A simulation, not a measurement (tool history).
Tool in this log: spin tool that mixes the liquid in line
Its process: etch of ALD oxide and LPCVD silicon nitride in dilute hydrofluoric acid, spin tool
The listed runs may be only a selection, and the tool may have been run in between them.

run	day	temperature setpoint of the liquid (C)	parts of water to one part of 49 % hydrofluoric acid (parts by volume)	time under the liquid (s)	thickness taken off the ALD oxide on a monitor wafer (Å)	thickness taken off the LPCVD silicon nitride on a monitor wafer (Å)
1	0.000	24.0	260	90	73.236	1.41940
2	0.033	22.5	300	90	59.183	2.06010
3	0.321	22.5	260	90	70.700	1.77350
4	0.662	22.5	340	90	49.459	1.31520
5	0.783	22.0	365	90	44.210	1.37270
6	1.142	21.5	385	90	40.807	1.34290
7	1.200	21.5	400	90	38.505	1.23950
8	1.567	21.0	410	90	37.118	0.78203

Forecast run 9:
9	1.883	21.5	420	90	?	?

{"run 9": {"thickness taken off the ALD oxide on a monitor wafer (Å)": 36.258, "thickness taken off the LPCVD silicon nitride on a monitor wafer (Å)": 1.1409}}
